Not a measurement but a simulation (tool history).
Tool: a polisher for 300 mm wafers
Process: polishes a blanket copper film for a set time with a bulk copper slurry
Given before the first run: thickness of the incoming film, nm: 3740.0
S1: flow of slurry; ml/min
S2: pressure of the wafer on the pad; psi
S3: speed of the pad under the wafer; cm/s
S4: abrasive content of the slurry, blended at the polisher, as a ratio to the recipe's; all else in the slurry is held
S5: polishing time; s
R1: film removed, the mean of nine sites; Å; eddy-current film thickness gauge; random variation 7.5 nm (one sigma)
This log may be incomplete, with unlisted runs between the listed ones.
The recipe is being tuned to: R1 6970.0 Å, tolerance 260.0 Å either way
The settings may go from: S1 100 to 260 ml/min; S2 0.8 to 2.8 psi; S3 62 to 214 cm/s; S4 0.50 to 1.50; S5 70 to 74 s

run	hour	S1	S2	S3	S4	S5	R1
1	0.0	165	1.8	138	1.00	70	5802.1
2	8.6	165	1.8	104	1.00	70	4626.7
3	14.2	165	1.9	104	1.00	70	4872.1
4	21.8	165	2.0	104	1.00	70	4949.9
5	29.1	165	2.0	104	0.85	70	4708.0
6	30.1	165	2.0	80	0.85	70	4014.2
7	31.0	185	2.5	96	0.85	70	5264.0
8	38.1	185	2.5	96	0.85	70	5280.7
9	44.9	185	2.5	100	0.85	70	5425.3
10	50.4	185	2.5	104	0.85	70	5639.9
11	51.4	185	2.5	106	0.85	70	5729.7
12	52.0	185	2.5	108	0.85	70	5794.0
13	60.4	185	2.5	110	0.85	70	5917.3

Exactly one of the 4 candidate moves below puts every result within its allowed miss. Which one?
A	68.8	180	2.1	92	1.05	70	?
B	68.8	155	2.1	104	0.85	71	?
C	68.8	180	2.6	86	0.75	70	?
D	68.8	180	2.3	148	0.65	74	?

move	R1
A	4760.6
B	4941.9
C	4815.6
D	6890.1
A: misses by more than the last run did
B: misses by more than the last run did
C: misses by more than the last run did
D: hits every target within its allowed miss
The move that meets every target is D.

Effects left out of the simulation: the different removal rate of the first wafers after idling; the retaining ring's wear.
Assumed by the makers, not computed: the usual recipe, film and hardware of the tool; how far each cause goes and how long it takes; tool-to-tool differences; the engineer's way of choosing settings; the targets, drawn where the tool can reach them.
